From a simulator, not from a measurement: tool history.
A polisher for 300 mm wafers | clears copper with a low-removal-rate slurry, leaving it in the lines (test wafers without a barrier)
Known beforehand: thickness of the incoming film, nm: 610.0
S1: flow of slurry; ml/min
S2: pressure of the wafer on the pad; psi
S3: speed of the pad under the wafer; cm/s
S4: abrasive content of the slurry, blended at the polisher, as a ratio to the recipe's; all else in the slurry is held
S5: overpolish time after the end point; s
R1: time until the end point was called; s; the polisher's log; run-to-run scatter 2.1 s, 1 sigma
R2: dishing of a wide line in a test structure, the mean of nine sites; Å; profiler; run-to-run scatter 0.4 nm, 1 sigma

| run | hour | S1 | S2 | S3 | S4 | S5 | R1 | R2 |
|---|---|---|---|---|---|---|---|---|
| 1 | 0 | 225 | 3.1 | 122 | 1 | 28 | 155.28 | 576.32 |
| 2 | 4.3 | 225 | 2.3 | 122 | 1 | 28 | 182.55 | 523.66 |
| 3 | 12.8 | 225 | 1.5 | 122 | 1 | 28 | 225.26 | 433.9 |
| 4 | 17.7 | 225 | 1.5 | 122 | 1 | 24 | 221.43 | 385.35 |
| 5 | 20.7 | 225 | 2.1 | 122 | 1 | 24 | 191.65 | 439.91 |
| 6 | 28.5 | 225 | 2.1 | 122 | 1 | 32 | 191.13 | 533.41 |
| 7 | 35.3 | 225 | 2 | 122 | 1 | 28 | 196.54 | 482.57 |
| 8 | 44.1 | 225 | 2 | 122 | 1 | 28 | 199.3 | 497.91 |
| 9 | 48.9 | 225 | 2 | 122 | 1 | 28 | 194.61 | 485.71 |
| 10 | 55.5 | 225 | 1.9 | 122 | 1 | 24 | 196.92 | 406.4 |

Run 11 comes next. What will it give?
| 11 | 59.7 | 225 | 1.8 | 120 | 1 | 21 | ? | ? |

{"run 11": {"R1": 210.95, "R2": 385.1}}
